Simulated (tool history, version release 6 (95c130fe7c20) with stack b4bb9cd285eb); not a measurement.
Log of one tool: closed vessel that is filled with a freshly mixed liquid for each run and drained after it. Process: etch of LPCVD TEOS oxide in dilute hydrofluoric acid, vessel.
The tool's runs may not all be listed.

run	day	temperature setpoint of the liquid (C)	parts of water to one part of 49 % hydrofluoric acid (parts by volume)	time in the liquid (s)	thickness taken off the LPCVD TEOS oxide on a monitor wafer (angstrom)
1	0	24	75	130	499.14
2	0.183	25.5	75	130	536.17
3	0.288	22	75	130	460.21
4	0.562	22	90	130	381.42
5	0.821	22	110	130	303.92
6	1.046	22	110	140	321.51
7	1.196	24	100	140	394.8
8	1.329	25.5	95	140	436.69

For run 9, what comes out?
9	1.554	26.5	90	140	?

For run 9 the tool returned thickness taken off the LPCVD TEOS oxide on a monitor wafer (angstrom) 493.52.
